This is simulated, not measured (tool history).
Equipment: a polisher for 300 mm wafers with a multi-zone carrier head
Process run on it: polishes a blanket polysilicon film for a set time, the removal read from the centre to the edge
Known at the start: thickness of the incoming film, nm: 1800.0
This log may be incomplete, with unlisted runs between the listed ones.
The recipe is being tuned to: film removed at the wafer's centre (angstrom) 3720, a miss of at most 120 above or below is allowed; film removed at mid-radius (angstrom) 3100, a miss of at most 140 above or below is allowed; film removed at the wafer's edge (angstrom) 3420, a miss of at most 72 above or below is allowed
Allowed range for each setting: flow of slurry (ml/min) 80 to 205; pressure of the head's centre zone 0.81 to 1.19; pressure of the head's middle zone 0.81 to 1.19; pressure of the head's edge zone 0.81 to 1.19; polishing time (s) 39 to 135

| run | hour | flow of slurry (ml/min) | pressure of the head's centre zone | pressure of the head's middle zone | pressure of the head's edge zone | polishing time (s) | film removed at the wafer's centre (angstrom) | film removed at mid-radius (angstrom) | film removed at the wafer's edge (angstrom) |
|---|---|---|---|---|---|---|---|---|---|
| 1 | 0 | 135 | 1 | 1 | 1 | 87 | 6587.4 | 6541.6 | 6772.9 |
| 2 | 6.1 | 135 | 1.08 | 1 | 1 | 87 | 7213.3 | 6639.3 | 6739.7 |
| 3 | 7.2 | 125 | 1.07 | 0.96 | 0.96 | 73 | 5955.9 | 5364.4 | 5620.9 |
| 4 | 13.1 | 110 | 1.07 | 0.93 | 0.92 | 63 | 4951.2 | 4338 | 4640 |
| 5 | 20.8 | 110 | 1.01 | 0.93 | 0.92 | 63 | 4778.7 | 4343.2 | 4657.6 |
| 6 | 26.4 | 105 | 1.01 | 0.91 | 0.89 | 58 | 4235.4 | 3925.9 | 4211.8 |
| 7 | 32.2 | 100 | 1.11 | 0.82 | 0.81 | 45 | 3596.5 | 2739.1 | 3096.7 |
| 8 | 37.2 | 135 | 1.02 | 0.84 | 0.84 | 45 | 3482.3 | 3009 | 3285.7 |
| 9 | 41 | 135 | 1.03 | 0.84 | 0.85 | 45 | 3531.6 | 2995.1 | 3307.3 |
| 10 | 45.5 | 135 | 1.04 | 0.85 | 0.86 | 45 | 3589.4 | 2989.1 | 3302.5 |
| 11 | 49.8 | 135 | 1.04 | 0.86 | 0.87 | 45 | 3563.8 | 3112.3 | 3321.5 |

5 next moves are on the table. One of them brings every result within its allowed miss. Which?
| A | 54.1 | 100 | 0.96 | 0.83 | 0.84 | 51 | ? | ? | ? |
| B | 54.1 | 120 | 1.04 | 0.9 | 0.81 | 45 | ? | ? | ? |
| C | 54.1 | 165 | 1.12 | 0.9 | 0.82 | 42 | ? | ? | ? |
| D | 54.1 | 135 | 0.98 | 0.86 | 0.88 | 46 | ? | ? | ? |
| E | 54.1 | 165 | 1.02 | 0.83 | 0.84 | 46 | ? | ? | ? |

| move | film removed at the wafer's centre (angstrom) | film removed at mid-radius (angstrom) | film removed at the wafer's edge (angstrom) |
|---|---|---|---|
| A | 3485.1 | 3107.5 | 3600.3 |
| B | 3455.6 | 3022.6 | 3197.1 |
| C | 3672.8 | 2961.3 | 3104.4 |
| D | 3398.4 | 3033.4 | 3424.9 |
| E | 3659.1 | 3035.5 | 3435.7 |
A: pushes the last run's worst result past its target
B: its largest miss is bigger than the last run's
C: its largest miss is bigger than the last run's
D: the worst result of the last run now meets its target, but another is out of spec
E: all results land within tolerance of their targets
E meets every target.
